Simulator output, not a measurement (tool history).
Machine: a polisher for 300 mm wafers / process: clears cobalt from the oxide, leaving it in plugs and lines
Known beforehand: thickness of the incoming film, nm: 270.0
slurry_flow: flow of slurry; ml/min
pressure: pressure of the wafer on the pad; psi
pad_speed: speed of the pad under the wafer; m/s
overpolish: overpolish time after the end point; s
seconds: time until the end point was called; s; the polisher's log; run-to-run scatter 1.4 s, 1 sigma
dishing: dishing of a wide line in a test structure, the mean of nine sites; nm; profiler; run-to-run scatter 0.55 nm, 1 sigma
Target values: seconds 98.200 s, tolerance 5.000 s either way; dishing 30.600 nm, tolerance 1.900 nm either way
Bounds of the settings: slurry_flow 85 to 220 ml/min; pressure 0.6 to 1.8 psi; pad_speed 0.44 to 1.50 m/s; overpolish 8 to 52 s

run,hour,slurry_flow,pressure,pad_speed,overpolish,seconds,dishing
1,0.0,140,1.2,0.96,26,97.929,40.222
2,2.4,140,1.0,0.96,26,117.190,36.710
3,4.7,140,0.8,0.96,26,147.950,31.983
4,6.9,125,0.8,0.96,26,155.790,31.563
5,11.0,125,0.8,0.96,18,151.270,24.846
6,16.1,140,0.9,0.96,18,134.380,27.425
7,23.1,150,1.0,0.96,17,116.360,28.484
8,27.0,160,1.0,0.96,17,116.370,28.213
9,28.0,165,1.0,0.96,17,115.280,27.854
10,34.1,170,1.0,0.96,17,114.540,28.313
11,35.7,180,1.2,0.98,18,92.308,32.677
12,43.8,180,1.2,0.98,18,92.357,34.608
13,50.7,180,1.2,0.98,17,96.897,32.779
14,58.2,180,1.2,0.98,17,92.711,33.245
15,65.0,175,1.1,0.98,13,101.420,26.610

Which of these 4 next moves meets every target?
A,71.8,140,1.4,0.86,11,?,?
B,71.8,165,1.3,0.84,11,?,?
C,71.8,185,1.2,0.94,16,?,?
D,71.8,180,1.1,0.96,13,?,?

move,seconds,dishing
A,96.081,24.157
B,101.970,23.164
C,98.891,30.388
D,106.140,25.358
A: misses by more than the last run did
B: misses by more than the last run did
C: in spec on every target
D: misses by more than the last run did
C is the move that brings every result within its allowed miss.
